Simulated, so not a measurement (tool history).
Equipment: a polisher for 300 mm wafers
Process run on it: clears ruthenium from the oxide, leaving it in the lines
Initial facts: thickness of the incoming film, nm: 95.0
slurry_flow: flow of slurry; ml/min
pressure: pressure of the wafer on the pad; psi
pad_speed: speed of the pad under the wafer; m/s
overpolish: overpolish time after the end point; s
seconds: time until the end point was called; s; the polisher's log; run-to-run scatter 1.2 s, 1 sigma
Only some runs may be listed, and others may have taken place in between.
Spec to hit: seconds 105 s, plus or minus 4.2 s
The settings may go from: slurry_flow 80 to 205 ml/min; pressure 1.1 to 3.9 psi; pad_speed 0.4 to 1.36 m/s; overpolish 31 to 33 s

run,day,slurry_flow,pressure,pad_speed,overpolish,seconds
1,0,135,2.5,0.88,31,74.788
2,0.212,135,2.3,0.88,31,80.691
3,0.329,135,2.8,0.88,31,67.274
4,0.388,135,2.2,0.88,31,84.108
5,0.654,135,2.1,0.88,31,89.23
# day 0.704: worn pad replaced by a new one
6,0.704,135,2,0.88,31,81.73
7,0.733,135,1.8,0.86,31,93.495
8,1.104,135,1.7,0.86,31,98.889

Of the 4 settings listed for the next run, only one would bring every result within its allowed miss of target. Which one?
A,1.475,155,1.8,0.74,31,?
B,1.475,140,1.7,0.88,33,?
C,1.475,140,1.5,0.84,31,?
D,1.475,130,1.7,0.74,33,?

move,seconds
A,105.62
B,95.771
C,112.89
D,114.55
A: each result inside its tolerance
B: moves away from the targets compared with the last run
C: moves the result that the last run missed by most past its target, out the other side
D: moves the result that the last run missed by most past its target, out the other side
Go with A: it meets all targets.

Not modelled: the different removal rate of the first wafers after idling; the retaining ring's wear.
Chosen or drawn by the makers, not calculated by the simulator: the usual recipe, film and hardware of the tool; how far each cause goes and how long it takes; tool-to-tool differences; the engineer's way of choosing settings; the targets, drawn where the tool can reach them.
